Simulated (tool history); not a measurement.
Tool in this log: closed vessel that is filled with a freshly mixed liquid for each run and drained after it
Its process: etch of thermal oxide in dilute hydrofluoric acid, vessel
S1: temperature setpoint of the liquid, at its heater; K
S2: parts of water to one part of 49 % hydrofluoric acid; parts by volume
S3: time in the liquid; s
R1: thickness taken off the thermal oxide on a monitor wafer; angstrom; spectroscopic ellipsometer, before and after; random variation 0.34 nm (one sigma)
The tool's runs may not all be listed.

Run 1, hour 0.0: S1 294.15 K, S2 235 parts by volume, S3 2935 s. Result: R1 468.43 angstrom.
Run 2, hour 2.0: S1 296.15 K, S2 235 parts by volume, S3 2935 s. Result: R1 501.99 angstrom.
Run 3, hour 8.7: S1 296.15 K, S2 235 parts by volume, S3 3140 s. Result: R1 540.07 angstrom.
Run 4, hour 18.4: S1 296.15 K, S2 200 parts by volume, S3 3140 s. Result: R1 661.94 angstrom.
Run 5, hour 19.9: S1 296.15 K, S2 200 parts by volume, S3 3140 s. Result: R1 657.54 angstrom.
Run 6, hour 27.1: S1 297.65 K, S2 180 parts by volume, S3 3140 s. Result: R1 786.10 angstrom.
Run 7, hour 30.2: S1 297.65 K, S2 180 parts by volume, S3 3140 s. Result: R1 790.11 angstrom.
Run 8, hour 33.4: S1 301.65 K, S2 140 parts by volume, S3 3140 s. Result: R1 1236.70 angstrom.

Run 9 is up next; what results do you expect?
Run 9, hour 37.5: S1 301.15 K, S2 140 parts by volume, S3 3140 s. Result: R1 ?.

Logged for run 9: R1 1213.80 angstrom.

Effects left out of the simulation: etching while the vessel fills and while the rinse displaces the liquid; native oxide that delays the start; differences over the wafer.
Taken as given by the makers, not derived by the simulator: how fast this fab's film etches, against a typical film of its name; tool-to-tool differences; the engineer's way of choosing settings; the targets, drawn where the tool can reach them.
